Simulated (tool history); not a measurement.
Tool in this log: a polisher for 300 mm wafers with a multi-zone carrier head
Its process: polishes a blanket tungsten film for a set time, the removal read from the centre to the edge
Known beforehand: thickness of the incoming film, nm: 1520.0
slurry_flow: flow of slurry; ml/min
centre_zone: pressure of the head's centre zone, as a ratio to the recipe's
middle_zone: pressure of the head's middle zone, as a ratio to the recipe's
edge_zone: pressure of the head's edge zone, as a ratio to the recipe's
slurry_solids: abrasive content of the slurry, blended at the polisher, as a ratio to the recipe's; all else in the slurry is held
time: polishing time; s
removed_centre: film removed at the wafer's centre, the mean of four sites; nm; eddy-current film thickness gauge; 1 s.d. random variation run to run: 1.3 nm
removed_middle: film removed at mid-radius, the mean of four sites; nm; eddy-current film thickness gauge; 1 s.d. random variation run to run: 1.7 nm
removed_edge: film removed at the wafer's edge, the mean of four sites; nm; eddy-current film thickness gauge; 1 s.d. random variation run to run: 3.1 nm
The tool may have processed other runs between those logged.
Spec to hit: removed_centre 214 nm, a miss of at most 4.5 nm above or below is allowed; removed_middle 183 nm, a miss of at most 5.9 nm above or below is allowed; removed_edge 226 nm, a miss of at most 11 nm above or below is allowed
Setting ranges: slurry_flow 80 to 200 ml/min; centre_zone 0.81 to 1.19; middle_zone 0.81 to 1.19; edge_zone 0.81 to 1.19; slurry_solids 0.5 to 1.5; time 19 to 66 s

run,hour,slurry_flow,centre_zone,middle_zone,edge_zone,slurry_solids,time,removed_centre,removed_middle,removed_edge
1,0,130,1,1,1,1,42,408.18,396.85,416.4
2,1.7,130,1,1,1,1,33,318.53,315.21,334.94
3,8.2,160,1,1,1,1,33,338.25,333.2,342.82
4,13.2,160,1,1,1,1,23,234.68,229.12,234.19
5,19.4,160,1.06,1,1,1,23,248.13,230.99,234.06
6,21.1,140,1.05,0.96,1.01,1,23,235.39,222.73,233.64
7,25.1,130,1.08,0.91,1.06,0.95,23,237.98,204.65,239.71
8,27.2,120,1.07,0.89,1.04,0.9,23,227.13,201.11,230.86
9,34.9,90,1.07,0.81,1.08,0.9,23,205.72,173.56,212.81
10,39,95,1.07,0.82,1.09,0.9,23,210,173.76,223.59

Below are 4 possible settings for the next run. Only one of them brings all results inside the allowed miss of their targets. Which is it?
A,43.1,100,1.1,0.81,1.12,0.9,22,?,?,?
B,43.1,100,1.05,0.82,1.07,0.8,24,?,?,?
C,43.1,85,1.04,0.85,1.03,0.7,25,?,?,?
D,43.1,90,1.12,0.81,1.08,1.1,21,?,?,?

move,removed_centre,removed_middle,removed_edge
A,209.79,168.29,217.98
B,213.62,180.84,227.27
C,201.03,176.96,218.19
D,203.29,161.1,207.39
A: moves away from the targets compared with the last run
B: all results in spec
C: moves away from the targets compared with the last run
D: moves away from the targets compared with the last run
Go with B: it meets all targets.
